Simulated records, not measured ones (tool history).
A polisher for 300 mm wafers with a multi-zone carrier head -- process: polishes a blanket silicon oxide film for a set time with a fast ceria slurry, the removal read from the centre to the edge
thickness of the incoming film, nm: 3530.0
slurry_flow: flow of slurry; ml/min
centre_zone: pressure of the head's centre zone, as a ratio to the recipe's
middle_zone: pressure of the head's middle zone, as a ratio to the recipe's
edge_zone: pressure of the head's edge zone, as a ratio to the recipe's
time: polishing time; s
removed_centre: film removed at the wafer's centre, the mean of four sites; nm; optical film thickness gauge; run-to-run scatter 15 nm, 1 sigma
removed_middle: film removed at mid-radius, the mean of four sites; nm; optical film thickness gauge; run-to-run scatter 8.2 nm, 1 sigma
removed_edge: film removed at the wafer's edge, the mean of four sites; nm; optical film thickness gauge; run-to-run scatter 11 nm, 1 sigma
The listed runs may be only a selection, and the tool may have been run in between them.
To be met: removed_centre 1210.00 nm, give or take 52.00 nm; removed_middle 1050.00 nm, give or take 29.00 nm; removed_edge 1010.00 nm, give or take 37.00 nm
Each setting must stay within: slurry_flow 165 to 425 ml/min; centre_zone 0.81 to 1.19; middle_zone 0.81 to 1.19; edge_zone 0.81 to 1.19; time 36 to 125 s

run 1 hour=0.0 | slurry_flow=275 centre_zone=1.00 middle_zone=1.00 edge_zone=1.00 time=80 | removed_centre=730.96 removed_middle=720.25 removed_edge=711.45
run 2 hour=8.6 | slurry_flow=275 centre_zone=1.00 middle_zone=1.00 edge_zone=1.00 time=97 | removed_centre=894.52 removed_middle=866.27 removed_edge=881.00
run 3 hour=14.0 | slurry_flow=285 centre_zone=1.05 middle_zone=1.03 edge_zone=1.02 time=99 | removed_centre=950.66 removed_middle=919.86 removed_edge=905.40
run 4 hour=20.3 | slurry_flow=295 centre_zone=1.09 middle_zone=1.03 edge_zone=1.02 time=102 | removed_centre=1030.80 removed_middle=964.38 removed_edge=932.78
run 5 hour=27.5 | slurry_flow=305 centre_zone=1.12 middle_zone=1.03 edge_zone=1.03 time=103 | removed_centre=1081.40 removed_middle=960.86 removed_edge=943.95
run 6 hour=33.8 | slurry_flow=310 centre_zone=1.14 middle_zone=1.04 edge_zone=1.04 time=104 | removed_centre=1080.30 removed_middle=980.25 removed_edge=958.49
run 7 hour=41.4 | slurry_flow=310 centre_zone=1.15 middle_zone=1.04 edge_zone=1.03 time=106 | removed_centre=1118.00 removed_middle=991.49 removed_edge=968.30
run 8 hour=42.4 | slurry_flow=315 centre_zone=1.16 middle_zone=1.04 edge_zone=1.03 time=107 | removed_centre=1152.20 removed_middle=1016.30 removed_edge=979.02

Of the 4 settings listed for the next run, only one would bring every result within its allowed miss of target. Which one?
run A hour=43.4 | slurry_flow=335 centre_zone=1.16 middle_zone=1.11 edge_zone=0.93 time=106 | removed_centre=? removed_middle=? removed_edge=?
run B hour=43.4 | slurry_flow=345 centre_zone=1.17 middle_zone=1.04 edge_zone=1.02 time=109 | removed_centre=? removed_middle=? removed_edge=?
run C hour=43.4 | slurry_flow=370 centre_zone=1.19 middle_zone=0.99 edge_zone=0.83 time=121 | removed_centre=? removed_middle=? removed_edge=?
run D hour=43.4 | slurry_flow=310 centre_zone=1.16 middle_zone=1.12 edge_zone=0.98 time=112 | removed_centre=? removed_middle=? removed_edge=?

move=A removed_centre=1161.70 removed_middle=1068.80 removed_edge=941.39
move=B removed_centre=1207.00 removed_middle=1042.00 removed_edge=1014.50
move=C removed_centre=1369.30 removed_middle=1116.00 removed_edge=1028.70
move=D removed_centre=1218.20 removed_middle=1130.10 removed_edge=1014.00
A: brings the last run's worst result on target, with another outside its allowed miss
B: hits every target within its allowed miss
C: moves the result that the last run missed by most past its target, out the other side
D: moves the result that the last run missed by most past its target, out the other side
Correct choice: B, which meets every target

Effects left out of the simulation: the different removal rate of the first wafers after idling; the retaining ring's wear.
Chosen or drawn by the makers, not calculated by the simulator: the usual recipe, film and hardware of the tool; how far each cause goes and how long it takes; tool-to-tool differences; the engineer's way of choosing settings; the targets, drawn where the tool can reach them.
